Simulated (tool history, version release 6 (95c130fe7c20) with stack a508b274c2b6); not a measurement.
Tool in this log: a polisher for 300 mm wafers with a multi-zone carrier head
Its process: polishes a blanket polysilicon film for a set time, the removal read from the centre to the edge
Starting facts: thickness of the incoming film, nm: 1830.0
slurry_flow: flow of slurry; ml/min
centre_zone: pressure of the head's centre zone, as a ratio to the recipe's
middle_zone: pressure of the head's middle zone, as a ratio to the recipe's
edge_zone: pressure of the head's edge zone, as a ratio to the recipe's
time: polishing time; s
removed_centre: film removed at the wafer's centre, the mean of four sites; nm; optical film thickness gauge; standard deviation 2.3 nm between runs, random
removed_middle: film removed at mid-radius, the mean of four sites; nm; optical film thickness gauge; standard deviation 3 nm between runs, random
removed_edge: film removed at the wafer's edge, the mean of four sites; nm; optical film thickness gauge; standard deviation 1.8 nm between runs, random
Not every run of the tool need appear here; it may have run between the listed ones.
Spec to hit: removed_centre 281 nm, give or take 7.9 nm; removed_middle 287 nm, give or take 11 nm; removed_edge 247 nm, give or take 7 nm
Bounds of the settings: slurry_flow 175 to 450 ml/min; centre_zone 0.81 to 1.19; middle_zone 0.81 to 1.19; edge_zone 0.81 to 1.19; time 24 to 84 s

run    day  slurry_flow  centre_zone  middle_zone  edge_zone  time  removed_centre  removed_middle  removed_edge
  1      0          290            1            1          1    54          406.23          419.92        412.81
  2  0.225          290            1         1.06          1    54          409.45          451.18        410.71
  3  0.508          290         1.01         1.06       0.99    52          397.41          423.57        393.45
  4  0.754          290         1.09         1.06       0.99    52          430.53          418.65        396.84
  5  0.829          290         1.02         1.06       0.99    52           405.9          415.15        393.71
  6  0.917          290         1.02         1.06       0.91    52          404.36          430.62         377.7
  7  0.983          290         1.02         1.06        0.9    50          394.59          412.51        367.21
  8  1.158          290         1.02         1.06       0.89    48          376.06          396.72         344.7
  9    1.3          290         1.02         1.06       0.88    46          358.82          371.03        328.65
 10  1.517          300         1.04         1.11       0.81    31          251.27          264.31        216.14
 11  1.742          300         1.04         1.11       0.81    31          249.66          262.81        216.69
 12  1.871          300         1.04         1.11       0.82    31          247.03          260.07        214.62
 13   1.95          300         1.04         1.11       0.83    31          247.83          262.35        216.03
 14  2.112          300         1.04         1.11       0.84    31          246.84          264.47        218.13
 15  2.379          300         1.05         1.11       0.85    31          248.63          262.55        218.86
 16  2.417          300         1.05         1.11       0.86    31           252.6          260.98        222.08
 17  2.712          345          1.1         1.19       0.96    33          282.13             300        252.22

Which of these 4 next moves meets every target?
  A  3.008          335         1.16         1.15       0.96    33               ?               ?             ?
  B  3.008          315         1.11         1.14       0.97    33               ?               ?             ?
  C  3.008          360         1.18         1.12       0.95    33               ?               ?             ?
  D  3.008          335         1.06         1.19       0.88    34               ?               ?             ?

move  removed_centre  removed_middle  removed_edge
   A          297.36          292.85        248.64
   B          282.92          289.43        248.94
   C          304.27           288.1        248.57
   D          279.86          310.53        246.26
A: corrects the largest miss of the last run, while another result sits out of spec
B: in spec on every target
C: corrects the largest miss of the last run, while another result sits out of spec
D: the biggest miss grows against the last run
Move B is the one to make.

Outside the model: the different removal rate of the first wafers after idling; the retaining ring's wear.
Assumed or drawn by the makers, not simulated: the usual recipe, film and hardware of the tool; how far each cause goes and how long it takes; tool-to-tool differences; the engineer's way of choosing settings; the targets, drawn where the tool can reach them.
